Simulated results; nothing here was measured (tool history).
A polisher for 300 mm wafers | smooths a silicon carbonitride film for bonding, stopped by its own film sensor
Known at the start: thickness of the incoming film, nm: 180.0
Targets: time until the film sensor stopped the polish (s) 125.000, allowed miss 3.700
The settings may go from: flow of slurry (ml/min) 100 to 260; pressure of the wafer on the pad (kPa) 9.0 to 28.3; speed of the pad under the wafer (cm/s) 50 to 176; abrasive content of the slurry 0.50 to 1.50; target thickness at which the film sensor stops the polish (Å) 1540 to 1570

run  hour  flow of slurry (ml/min)  pressure of the wafer on the pad (kPa)  speed of the pad under the wafer (cm/s)  abrasive content of the slurry  target thickness at which the film sensor stops the polish (Å)  time until the film sensor stopped the polish (s)
  1   0.0                      165                                    18.6                                      112                            1.00                                                            1540                                             82.003
  2   8.2                      160                                    16.5                                      112                            1.00                                                            1540                                             92.361
  3  15.9                      160                                    16.5                                      112                            1.00                                                            1570                                             80.450
  4  24.7                      155                                    14.5                                      110                            1.00                                                            1570                                             93.179
  5  29.2                      150                                    13.1                                      110                            1.00                                                            1570                                            104.870
  6  36.6                      140                                    12.4                                      110                            1.00                                                            1570                                            110.220
  7  43.3                      120                                    10.3                                      110                            1.00                                                            1570                                            133.790
  8  45.8                      150                                    10.3                                      110                            1.00                                                            1570                                            130.580

5 next moves are on the table. One of them brings every result within its allowed miss. Which?
  A  48.3                      150                                    11.0                                      122                            0.90                                                            1550                                                  ?
  B  48.3                      175                                     9.7                                      122                            1.05                                                            1550                                                  ?
  C  48.3                      175                                    11.7                                      126                            0.90                                                            1550                                                  ?
  D  48.3                      195                                     9.0                                      100                            1.20                                                            1570                                                  ?
  E  48.3                      130                                    11.7                                      104                            1.05                                                            1540                                                  ?

move  time until the film sensor stopped the polish (s)
   A                                            136.840
   B                                            135.500
   C                                            124.170
   D                                            135.440
   E                                            133.940
A: further off than the last run
B: further off than the last run
C: meets every target
D: further off than the last run
E: further off than the last run
Answer: C

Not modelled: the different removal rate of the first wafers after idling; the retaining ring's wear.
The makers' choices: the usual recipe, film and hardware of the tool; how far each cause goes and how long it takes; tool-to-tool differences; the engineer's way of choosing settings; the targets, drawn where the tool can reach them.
